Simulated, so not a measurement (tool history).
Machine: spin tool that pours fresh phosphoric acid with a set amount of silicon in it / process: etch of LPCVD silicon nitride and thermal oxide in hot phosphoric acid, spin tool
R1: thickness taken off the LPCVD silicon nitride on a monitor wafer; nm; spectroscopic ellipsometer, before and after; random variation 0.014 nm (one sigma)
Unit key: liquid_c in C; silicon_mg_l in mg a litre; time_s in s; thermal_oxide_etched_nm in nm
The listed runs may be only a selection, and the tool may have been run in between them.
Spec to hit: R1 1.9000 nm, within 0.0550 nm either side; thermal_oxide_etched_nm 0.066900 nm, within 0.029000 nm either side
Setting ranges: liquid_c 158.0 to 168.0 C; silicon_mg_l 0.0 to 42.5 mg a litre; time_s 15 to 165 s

{"run": 1, "hour": 0.0, "liquid_c": 163.0, "silicon_mg_l": 18.5, "time_s": 85, "R1": 9.5403, "thermal_oxide_etched_nm": 0.22955}
{"run": 2, "hour": 4.3, "liquid_c": 161.5, "silicon_mg_l": 19.0, "time_s": 65, "R1": 6.8962, "thermal_oxide_etched_nm": 0.13289}
{"run": 3, "hour": 10.8, "liquid_c": 160.5, "silicon_mg_l": 20.0, "time_s": 50, "R1": 5.1282, "thermal_oxide_etched_nm": 0.09559}
{"run": 4, "hour": 16.1, "liquid_c": 160.5, "silicon_mg_l": 20.0, "time_s": 70, "R1": 7.1802, "thermal_oxide_etched_nm": 0.13434}
{"run": 5, "hour": 18.5, "liquid_c": 159.5, "silicon_mg_l": 21.0, "time_s": 55, "R1": 5.3802, "thermal_oxide_etched_nm": 0.10174}
{"run": 6, "hour": 21.2, "liquid_c": 159.0, "silicon_mg_l": 27.5, "time_s": 40, "R1": 3.8947, "thermal_oxide_etched_nm": 0.057791}
{"run": 7, "hour": 30.1, "liquid_c": 158.0, "silicon_mg_l": 39.5, "time_s": 15, "R1": 1.4204, "thermal_oxide_etched_nm": 0.012848}
{"run": 8, "hour": 38.3, "liquid_c": 159.0, "silicon_mg_l": 38.0, "time_s": 15, "R1": 1.4675, "thermal_oxide_etched_nm": 0.014452}
{"run": 9, "hour": 40.4, "liquid_c": 161.5, "silicon_mg_l": 34.0, "time_s": 15, "R1": 1.5923, "thermal_oxide_etched_nm": 0.01798}
{"run": 10, "hour": 43.7, "liquid_c": 162.5, "silicon_mg_l": 31.5, "time_s": 15, "R1": 1.6469, "thermal_oxide_etched_nm": 0.024436}
{"run": 11, "hour": 48.5, "liquid_c": 162.5, "silicon_mg_l": 31.5, "time_s": 15, "R1": 1.6582, "thermal_oxide_etched_nm": 0.019499}
{"run": 12, "hour": 56.9, "liquid_c": 165.0, "silicon_mg_l": 19.5, "time_s": 15, "R1": 1.7737, "thermal_oxide_etched_nm": 0.037506}

Next run, 4 choices. One meets every target within its allowed miss, the rest don't. Which?
{"run": "A", "hour": 65.3, "liquid_c": 167.0, "silicon_mg_l": 5.0, "time_s": 15, "R1": "?", "thermal_oxide_etched_nm": "?"}
{"run": "B", "hour": 65.3, "liquid_c": 165.0, "silicon_mg_l": 31.5, "time_s": 15, "R1": "?", "thermal_oxide_etched_nm": "?"}
{"run": "C", "hour": 65.3, "liquid_c": 164.5, "silicon_mg_l": 33.0, "time_s": 15, "R1": "?", "thermal_oxide_etched_nm": "?"}
{"run": "D", "hour": 65.3, "liquid_c": 165.5, "silicon_mg_l": 2.5, "time_s": 15, "R1": "?", "thermal_oxide_etched_nm": "?"}

move=A R1=1.8678 thermal_oxide_etched_nm=0.063772
move=B R1=1.7497 thermal_oxide_etched_nm=0.025949
move=C R1=1.7212 thermal_oxide_etched_nm=0.023428
move=D R1=1.7786 thermal_oxide_etched_nm=0.060105
A: each result inside its tolerance
B: misses by more than the last run did
C: misses by more than the last run did
D: about as far from the targets as the last run
The right move is A.
